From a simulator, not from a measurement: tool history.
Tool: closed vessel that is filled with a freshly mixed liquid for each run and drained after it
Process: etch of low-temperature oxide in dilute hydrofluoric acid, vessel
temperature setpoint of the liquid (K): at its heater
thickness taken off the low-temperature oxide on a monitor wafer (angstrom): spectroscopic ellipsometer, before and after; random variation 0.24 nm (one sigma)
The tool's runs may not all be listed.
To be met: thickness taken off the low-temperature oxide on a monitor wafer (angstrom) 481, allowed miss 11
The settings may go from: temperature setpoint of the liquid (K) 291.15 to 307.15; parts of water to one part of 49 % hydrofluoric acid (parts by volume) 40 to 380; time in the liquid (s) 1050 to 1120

run  hour  temperature setpoint of the liquid (K)  parts of water to one part of 49 % hydrofluoric acid (parts by volume)  time in the liquid (s)  thickness taken off the low-temperature oxide on a monitor wafer (angstrom)
  1     0                                  299.15                                                                     210                    1050                                                                       631.16
  2   1.9                                  297.15                                                                     210                    1050                                                                       589.09
  3   3.5                                  297.15                                                                     210                    1050                                                                       592.42
  4     4                                  300.15                                                                     210                    1050                                                                       652.43
  5   9.4                                  298.15                                                                     210                    1050                                                                       611.57
  6  18.4                                  298.15                                                                     210                    1050                                                                       609.84
  7  24.8                                  296.65                                                                     210                    1050                                                                       576.97
  8  26.9                                  295.65                                                                     210                    1050                                                                       552.63
  9  30.4                                  294.65                                                                     210                    1050                                                                       538.63
 10    37                                  294.15                                                                     210                    1050                                                                       526.73
 11  45.3                                  293.65                                                                     210                    1050                                                                          513
 12  51.4                                  293.15                                                                     210                    1050                                                                       508.32
 13  57.2                                  292.65                                                                     210                    1050                                                                       492.92

5 next moves are on the table. One of them brings every result within its allowed miss. Which?
  A    63                                  291.15                                                                     200                    1085                                                                            ?
  B    63                                  291.65                                                                     205                    1070                                                                            ?
  C    63                                  291.15                                                                     210                    1120                                                                            ?
  D    63                                  293.15                                                                     215                    1085                                                                            ?
  E    63                                  292.65                                                                     225                    1095                                                                            ?

move  thickness taken off the low-temperature oxide on a monitor wafer (angstrom)
   A                                                                       515.16
   B                                                                       503.11
   C                                                                       501.75
   D                                                                       510.62
   E                                                                       478.49
A: further off than the last run
B: further off than the last run
C: further off than the last run
D: further off than the last run
E: meets every target
Answer: E
